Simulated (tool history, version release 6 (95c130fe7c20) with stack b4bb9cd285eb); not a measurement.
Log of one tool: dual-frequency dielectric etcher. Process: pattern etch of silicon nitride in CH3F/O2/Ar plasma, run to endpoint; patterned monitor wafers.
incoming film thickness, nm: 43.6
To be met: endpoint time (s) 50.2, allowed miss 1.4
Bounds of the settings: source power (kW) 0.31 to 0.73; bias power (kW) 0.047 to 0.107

{"run": 1, "hour": 0.0, "source power (kW)": 0.52, "bias power (kW)": 0.077, "endpoint time (s)": 60.768}
{"run": 2, "hour": 1.6, "source power (kW)": 0.59, "bias power (kW)": 0.077, "endpoint time (s)": 56.576}
{"run": 3, "hour": 4.6, "source power (kW)": 0.53, "bias power (kW)": 0.077, "endpoint time (s)": 60.489}
{"run": 4, "hour": 8.8, "source power (kW)": 0.53, "bias power (kW)": 0.065, "endpoint time (s)": 62.637}
{"run": 5, "hour": 15.8, "source power (kW)": 0.53, "bias power (kW)": 0.056, "endpoint time (s)": 64.731}
{"run": 6, "hour": 22.6, "source power (kW)": 0.56, "bias power (kW)": 0.06, "endpoint time (s)": 61.171}
{"run": 7, "hour": 28.8, "source power (kW)": 0.66, "bias power (kW)": 0.073, "endpoint time (s)": 52.671}
{"run": 8, "hour": 33.0, "source power (kW)": 0.67, "bias power (kW)": 0.073, "endpoint time (s)": 53.672}
{"run": 9, "hour": 39.0, "source power (kW)": 0.68, "bias power (kW)": 0.074, "endpoint time (s)": 53.678}
{"run": 10, "hour": 39.7, "source power (kW)": 0.69, "bias power (kW)": 0.075, "endpoint time (s)": 51.852}
{"run": 11, "hour": 46.1, "source power (kW)": 0.7, "bias power (kW)": 0.075, "endpoint time (s)": 51.284}
{"run": 12, "hour": 53.4, "source power (kW)": 0.7, "bias power (kW)": 0.075, "endpoint time (s)": 51.269}

5 next moves are on the table. One of them brings every result within its allowed miss. Which?
{"run": "A", "hour": 60.7, "source power (kW)": 0.7, "bias power (kW)": 0.083, "endpoint time (s)": "?"}
{"run": "B", "hour": 60.7, "source power (kW)": 0.68, "bias power (kW)": 0.072, "endpoint time (s)": "?"}
{"run": "C", "hour": 60.7, "source power (kW)": 0.69, "bias power (kW)": 0.071, "endpoint time (s)": "?"}
{"run": "D", "hour": 60.7, "source power (kW)": 0.69, "bias power (kW)": 0.074, "endpoint time (s)": "?"}
{"run": "E", "hour": 60.7, "source power (kW)": 0.65, "bias power (kW)": 0.076, "endpoint time (s)": "?"}

move=A endpoint_time_(s)=50.741
move=B endpoint_time_(s)=53.3
move=C endpoint_time_(s)=53.051
move=D endpoint_time_(s)=52.549
move=E endpoint_time_(s)=53.942
A: meets every target
B: further off than the last run
C: further off than the last run
D: further off than the last run
E: further off than the last run
Answer: A
